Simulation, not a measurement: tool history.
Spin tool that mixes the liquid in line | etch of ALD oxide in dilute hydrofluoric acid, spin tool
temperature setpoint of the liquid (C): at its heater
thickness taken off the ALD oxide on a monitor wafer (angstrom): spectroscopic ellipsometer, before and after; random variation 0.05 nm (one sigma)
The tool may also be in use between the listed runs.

| run | hour | temperature setpoint of the liquid (C) | parts of water to one part of 49 % hydrofluoric acid (parts by volume) | time under the liquid (s) | thickness taken off the ALD oxide on a monitor wafer (angstrom) |
|---|---|---|---|---|---|
| 1 | 0 | 20 | 260 | 315 | 83.75 |
| 2 | 2.9 | 22 | 260 | 315 | 90.657 |
| 3 | 11.4 | 21.5 | 265 | 315 | 88.939 |
| 4 | 18.5 | 21.5 | 265 | 335 | 92.619 |
| 5 | 27.3 | 21 | 275 | 335 | 86.33 |
| 6 | 33.4 | 20.5 | 280 | 335 | 83.786 |
| 7 | 36.4 | 20 | 285 | 335 | 79.985 |
| 8 | 39.3 | 19.5 | 290 | 335 | 76.631 |
| 9 | 47.6 | 19.5 | 295 | 335 | 76.072 |
| 10 | 52.1 | 19.5 | 300 | 335 | 73.877 |
| 11 | 59 | 19.5 | 305 | 335 | 71.454 |
| 12 | 62.9 | 19.5 | 310 | 335 | 71.919 |
| 13 | 66.3 | 19.5 | 315 | 335 | 69.323 |
| 14 | 70.3 | 19.5 | 320 | 335 | 68.536 |
| 15 | 77.6 | 19.5 | 325 | 335 | 67.295 |
| 16 | 79.6 | 19.5 | 330 | 335 | 65.363 |
| 17 | 85.4 | 18 | 345 | 335 | 58.49 |

Forecast run 18:
| 18 | 88 | 17.5 | 350 | 335 | ? |

{"run 18": {"thickness taken off the ALD oxide on a monitor wafer (angstrom)": 56.727}}
